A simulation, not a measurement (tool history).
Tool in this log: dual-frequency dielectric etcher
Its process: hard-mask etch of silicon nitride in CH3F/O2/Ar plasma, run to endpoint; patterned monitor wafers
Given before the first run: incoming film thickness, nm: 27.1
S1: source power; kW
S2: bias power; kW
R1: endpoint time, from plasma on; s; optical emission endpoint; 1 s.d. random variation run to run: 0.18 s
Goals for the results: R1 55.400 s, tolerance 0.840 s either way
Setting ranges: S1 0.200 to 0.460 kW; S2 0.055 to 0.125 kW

Run 1, hour 0.0: S1 0.330 kW, S2 0.090 kW. Result: R1 40.905 s.
Run 2, hour 5.8: S1 0.290 kW, S2 0.081 kW. Result: R1 45.321 s.
Run 3, hour 12.2: S1 0.290 kW, S2 0.087 kW. Result: R1 42.981 s.
Run 4, hour 19.9: S1 0.270 kW, S2 0.079 kW. Result: R1 46.844 s.
Run 5, hour 22.2: S1 0.330 kW, S2 0.079 kW. Result: R1 44.339 s.
Run 6, hour 30.5: S1 0.330 kW, S2 0.072 kW. Result: R1 46.277 s.
Run 7, hour 34.5: S1 0.300 kW, S2 0.069 kW. Result: R1 49.225 s.
Run 8, hour 35.4: S1 0.280 kW, S2 0.068 kW. Result: R1 50.375 s.
Run 9, hour 37.7: S1 0.260 kW, S2 0.067 kW. Result: R1 51.840 s.
Run 10, hour 40.3: S1 0.200 kW, S2 0.065 kW. Result: R1 56.976 s.

Consider the 5 candidate settings below. Which is the only one whose results all fall within their allowed miss of target?
Run A, hour 42.9: S1 0.200 kW, S2 0.062 kW. Result: R1 ?.
Run B, hour 42.9: S1 0.210 kW, S2 0.069 kW. Result: R1 ?.
Run C, hour 42.9: S1 0.210 kW, S2 0.067 kW. Result: R1 ?.
Run D, hour 42.9: S1 0.250 kW, S2 0.067 kW. Result: R1 ?.
Run E, hour 42.9: S1 0.200 kW, S2 0.063 kW. Result: R1 ?.

move      R1
   A  58.563
   B  54.009
   C  55.015
   D  52.527
   E  57.953
A: its largest miss is bigger than the last run's
B: moves the result that the last run missed by most past its target, out the other side
C: meets every target
D: moves the result that the last run missed by most past its target, out the other side
E: its largest miss is bigger than the last run's
Go with C: it meets all targets.

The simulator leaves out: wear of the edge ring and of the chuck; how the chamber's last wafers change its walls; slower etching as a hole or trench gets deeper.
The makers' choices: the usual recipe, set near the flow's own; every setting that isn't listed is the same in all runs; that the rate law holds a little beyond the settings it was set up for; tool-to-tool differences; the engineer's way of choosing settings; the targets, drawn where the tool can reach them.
